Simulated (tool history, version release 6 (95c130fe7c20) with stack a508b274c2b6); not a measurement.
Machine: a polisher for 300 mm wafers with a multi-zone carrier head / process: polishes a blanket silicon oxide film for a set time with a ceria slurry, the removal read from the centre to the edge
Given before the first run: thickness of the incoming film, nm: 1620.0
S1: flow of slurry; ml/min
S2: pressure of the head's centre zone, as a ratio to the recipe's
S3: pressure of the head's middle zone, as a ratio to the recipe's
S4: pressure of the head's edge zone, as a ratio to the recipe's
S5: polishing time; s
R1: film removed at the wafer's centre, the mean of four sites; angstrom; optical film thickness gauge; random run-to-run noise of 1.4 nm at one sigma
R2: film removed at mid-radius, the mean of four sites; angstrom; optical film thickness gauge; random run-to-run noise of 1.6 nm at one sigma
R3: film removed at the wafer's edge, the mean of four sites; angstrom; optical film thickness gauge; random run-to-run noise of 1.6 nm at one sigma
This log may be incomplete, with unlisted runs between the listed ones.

| run | hour | S1 | S2 | S3 | S4 | S5 | R1 | R2 | R3 |
|---|---|---|---|---|---|---|---|---|---|
| 1 | 0 | 250 | 1 | 1 | 1 | 83 | 1819.9 | 1815.3 | 1801.7 |
| 2 | 1.1 | 305 | 1 | 1 | 1 | 83 | 1901 | 1889.9 | 1822.6 |
| 3 | 5.3 | 285 | 0.99 | 0.96 | 0.99 | 82 | 1817 | 1792 | 1797.7 |
| 4 | 10.2 | 265 | 1 | 0.93 | 0.98 | 81 | 1809.5 | 1694.9 | 1716.1 |
| 5 | 14.6 | 265 | 1 | 0.86 | 0.98 | 81 | 1784.6 | 1637.9 | 1765.6 |
| 6 | 17.9 | 265 | 0.94 | 0.86 | 0.98 | 81 | 1661.3 | 1588.8 | 1725.3 |

Estimate the outcome of run 7 from the log above:
| 7 | 20 | 250 | 0.95 | 0.85 | 0.99 | 80 | ? | ? | ? |

R1: 1657.8 angstrom
R2: 1556.8 angstrom
R3: 1703.6 angstrom

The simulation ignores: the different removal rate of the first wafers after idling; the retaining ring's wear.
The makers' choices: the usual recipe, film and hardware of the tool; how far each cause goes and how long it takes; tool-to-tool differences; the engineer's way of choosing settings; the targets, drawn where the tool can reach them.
